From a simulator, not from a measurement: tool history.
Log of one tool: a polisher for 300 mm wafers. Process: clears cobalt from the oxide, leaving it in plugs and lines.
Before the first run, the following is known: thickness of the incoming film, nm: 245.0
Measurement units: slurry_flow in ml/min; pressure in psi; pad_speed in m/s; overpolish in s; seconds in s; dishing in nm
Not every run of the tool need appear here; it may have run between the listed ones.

run,hour,slurry_flow,pressure,pad_speed,overpolish,seconds,dishing
1,0.0,210,1.3,0.90,11,70.587,28.852
2,5.5,210,1.3,0.70,11,85.198,24.733
3,10.5,210,1.3,0.70,15,85.633,30.972
4,16.6,210,1.3,0.50,15,110.850,25.146
5,22.7,210,1.5,0.50,15,96.307,28.790
6,28.8,210,1.5,0.50,12,99.055,24.356
7,29.3,210,1.6,0.50,12,90.968,24.661
8,31.1,210,1.7,0.50,13,85.210,26.837
9,37.6,210,1.8,0.50,14,78.532,28.663

Predict the results of run 10:
10,45.7,210,1.8,0.50,15,?,?

seconds: 80.401 s
dishing: 31.364 nm
